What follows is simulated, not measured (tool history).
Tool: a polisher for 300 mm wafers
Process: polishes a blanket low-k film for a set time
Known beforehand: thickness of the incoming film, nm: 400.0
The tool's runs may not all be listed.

run  hour  flow of slurry (ml/min)  pressure of the wafer on the pad (psi)  speed of the pad under the wafer (m/s)  abrasive content of the slurry  polishing time (s)  film removed (angstrom)
  1     0                      240                                     1.9                                    1.24                               1                  66                   329.87
  2   4.3                      240                                     1.4                                    1.24                               1                  66                   255.04
  3   5.6                      240                                     1.5                                    1.24                               1                  66                   278.63
  4  14.6                      240                                     1.6                                    1.24                               1                  66                   287.06
  5  20.2                      240                                     1.6                                    1.42                               1                  66                   305.93
  6  27.2                      240                                     1.6                                    1.42                               1                  69                   322.38
  7  35.3                      240                                     1.7                                    1.42                               1                  69                   337.01

What does the tool deliver on the next run?
  8  42.1                      240                                     1.8                                    1.42                               1                  69                        ?

For run 8 the tool returned film removed (angstrom) 352.31.

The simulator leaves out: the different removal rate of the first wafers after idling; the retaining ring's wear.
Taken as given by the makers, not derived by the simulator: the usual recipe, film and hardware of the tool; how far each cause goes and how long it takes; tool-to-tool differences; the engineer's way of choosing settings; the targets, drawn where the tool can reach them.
